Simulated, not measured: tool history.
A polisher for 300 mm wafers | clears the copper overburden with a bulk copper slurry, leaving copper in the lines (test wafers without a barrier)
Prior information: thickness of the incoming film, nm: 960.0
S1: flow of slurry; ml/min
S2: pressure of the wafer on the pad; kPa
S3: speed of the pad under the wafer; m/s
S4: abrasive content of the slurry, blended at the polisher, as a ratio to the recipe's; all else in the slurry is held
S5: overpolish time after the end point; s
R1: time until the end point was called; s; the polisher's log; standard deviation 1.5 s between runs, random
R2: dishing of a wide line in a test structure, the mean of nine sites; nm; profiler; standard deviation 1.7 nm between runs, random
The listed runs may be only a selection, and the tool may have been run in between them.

{"run": 1, "day": 0.0, "S1": 155, "S2": 20.7, "S3": 1.3, "S4": 1, "S5": 21, "R1": 56.379, "R2": 131.31}
{"run": 2, "day": 0.088, "S1": 155, "S2": 20.7, "S3": 1.3, "S4": 1, "S5": 16, "R1": 55.923, "R2": 113.35}
{"run": 3, "day": 0.254, "S1": 155, "S2": 24.8, "S3": 1.3, "S4": 1, "S5": 16, "R1": 47.895, "R2": 131.37}
{"run": 4, "day": 0.454, "S1": 155, "S2": 24.8, "S3": 1.3, "S4": 1, "S5": 10, "R1": 47.981, "R2": 100.11}
{"run": 5, "day": 0.8, "S1": 155, "S2": 21.4, "S3": 1.26, "S4": 1, "S5": 12, "R1": 56.552, "R2": 98.182}
{"run": 6, "day": 1.096, "S1": 155, "S2": 21.4, "S3": 1.56, "S4": 1, "S5": 12, "R1": 45.856, "R2": 111.09}
{"run": 7, "day": 1.142, "S1": 145, "S2": 15.9, "S3": 1.34, "S4": 0.95, "S5": 18, "R1": 73.942, "R2": 101}

Run 8, settings as shown, results not yet in. Your forecast:
{"run": 8, "day": 1.338, "S1": 145, "S2": 15.9, "S3": 1.34, "S4": 0.95, "S5": 18, "R1": "?", "R2": "?"}

Run 8 yielded R1 71.747 s, R2 101.07 nm.
